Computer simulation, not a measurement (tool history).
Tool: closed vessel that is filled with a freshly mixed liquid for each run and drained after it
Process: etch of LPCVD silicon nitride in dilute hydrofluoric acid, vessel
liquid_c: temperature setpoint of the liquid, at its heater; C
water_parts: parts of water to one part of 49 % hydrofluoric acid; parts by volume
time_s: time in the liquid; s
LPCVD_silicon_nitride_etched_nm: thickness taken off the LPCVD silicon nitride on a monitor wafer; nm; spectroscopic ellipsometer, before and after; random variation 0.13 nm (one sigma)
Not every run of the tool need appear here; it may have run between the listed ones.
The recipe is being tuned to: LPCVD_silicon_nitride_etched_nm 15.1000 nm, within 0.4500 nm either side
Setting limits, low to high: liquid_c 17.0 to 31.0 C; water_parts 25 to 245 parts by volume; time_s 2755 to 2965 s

run	hour	liquid_c	water_parts	time_s	LPCVD_silicon_nitride_etched_nm
1	0.0	23.0	135	2755	8.4567
2	6.0	23.0	135	2965	9.2179
3	11.3	25.0	135	2965	10.4930
4	19.1	25.0	135	2965	10.4560
5	22.9	25.0	115	2965	12.1500
6	31.3	26.0	115	2965	13.0680
7	39.7	26.5	115	2965	13.5780
8	43.8	27.0	115	2965	13.8050
9	47.7	27.5	115	2965	14.3340

Of the 4 settings listed for the next run, only one would bring every result within its allowed miss of target. Which one?
A	51.6	26.0	110	2965	?
B	51.6	29.0	135	2855	?
C	51.6	29.0	120	2755	?
D	51.6	23.0	75	2755	?

move	LPCVD_silicon_nitride_etched_nm
A	13.8040
B	13.1470
C	14.2730
D	15.2990
A: lands further from the targets than the last run did
B: lands further from the targets than the last run did
C: lands further from the targets than the last run did
D: hits every target within its allowed miss
Answer: D
